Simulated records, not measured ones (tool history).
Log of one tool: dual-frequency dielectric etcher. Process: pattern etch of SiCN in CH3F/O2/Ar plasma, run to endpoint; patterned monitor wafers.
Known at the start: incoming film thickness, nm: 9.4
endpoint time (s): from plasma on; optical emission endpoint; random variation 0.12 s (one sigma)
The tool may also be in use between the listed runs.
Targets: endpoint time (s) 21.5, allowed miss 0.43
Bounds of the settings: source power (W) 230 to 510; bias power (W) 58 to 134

{"run": 1, "hour": 0.0, "source power (W)": 370, "bias power (W)": 96, "endpoint time (s)": 23.536}
{"run": 2, "hour": 4.8, "source power (W)": 310, "bias power (W)": 96, "endpoint time (s)": 24.965}
{"run": 3, "hour": 9.0, "source power (W)": 250, "bias power (W)": 96, "endpoint time (s)": 26.325}
{"run": 4, "hour": 13.2, "source power (W)": 250, "bias power (W)": 90, "endpoint time (s)": 27.384}
{"run": 5, "hour": 15.3, "source power (W)": 230, "bias power (W)": 90, "endpoint time (s)": 27.839}
{"run": 6, "hour": 18.8, "source power (W)": 230, "bias power (W)": 75, "endpoint time (s)": 31.649}
{"run": 7, "hour": 27.0, "source power (W)": 230, "bias power (W)": 75, "endpoint time (s)": 31.709}
{"run": 8, "hour": 33.7, "source power (W)": 300, "bias power (W)": 82, "endpoint time (s)": 27.702}
{"run": 9, "hour": 35.7, "source power (W)": 360, "bias power (W)": 86, "endpoint time (s)": 25.329}
{"run": 10, "hour": 40.6, "source power (W)": 400, "bias power (W)": 88, "endpoint time (s)": 24.641}
{"run": 11, "hour": 41.7, "source power (W)": 430, "bias power (W)": 92, "endpoint time (s)": 23.243}
{"run": 12, "hour": 44.0, "source power (W)": 450, "bias power (W)": 94, "endpoint time (s)": 22.652}
{"run": 13, "hour": 45.5, "source power (W)": 460, "bias power (W)": 95, "endpoint time (s)": 22.116}
{"run": 14, "hour": 50.1, "source power (W)": 470, "bias power (W)": 95, "endpoint time (s)": 22.22}
{"run": 15, "hour": 57.3, "source power (W)": 480, "bias power (W)": 96, "endpoint time (s)": 21.965}

Which of these 5 next moves meets every target?
{"run": "A", "hour": 64.5, "source power (W)": 470, "bias power (W)": 100, "endpoint time (s)": "?"}
{"run": "B", "hour": 64.5, "source power (W)": 510, "bias power (W)": 101, "endpoint time (s)": "?"}
{"run": "C", "hour": 64.5, "source power (W)": 480, "bias power (W)": 106, "endpoint time (s)": "?"}
{"run": "D", "hour": 64.5, "source power (W)": 470, "bias power (W)": 95, "endpoint time (s)": "?"}
{"run": "E", "hour": 64.5, "source power (W)": 500, "bias power (W)": 108, "endpoint time (s)": "?"}

move=A endpoint_time_(s)=21.613
move=B endpoint_time_(s)=20.959
move=C endpoint_time_(s)=20.76
move=D endpoint_time_(s)=22.278
move=E endpoint_time_(s)=20.286
A: meets every target
B: takes the result that was furthest off past its target
C: takes the result that was furthest off past its target
D: further off than the last run
E: takes the result that was furthest off past its target
Move A is the one to make.

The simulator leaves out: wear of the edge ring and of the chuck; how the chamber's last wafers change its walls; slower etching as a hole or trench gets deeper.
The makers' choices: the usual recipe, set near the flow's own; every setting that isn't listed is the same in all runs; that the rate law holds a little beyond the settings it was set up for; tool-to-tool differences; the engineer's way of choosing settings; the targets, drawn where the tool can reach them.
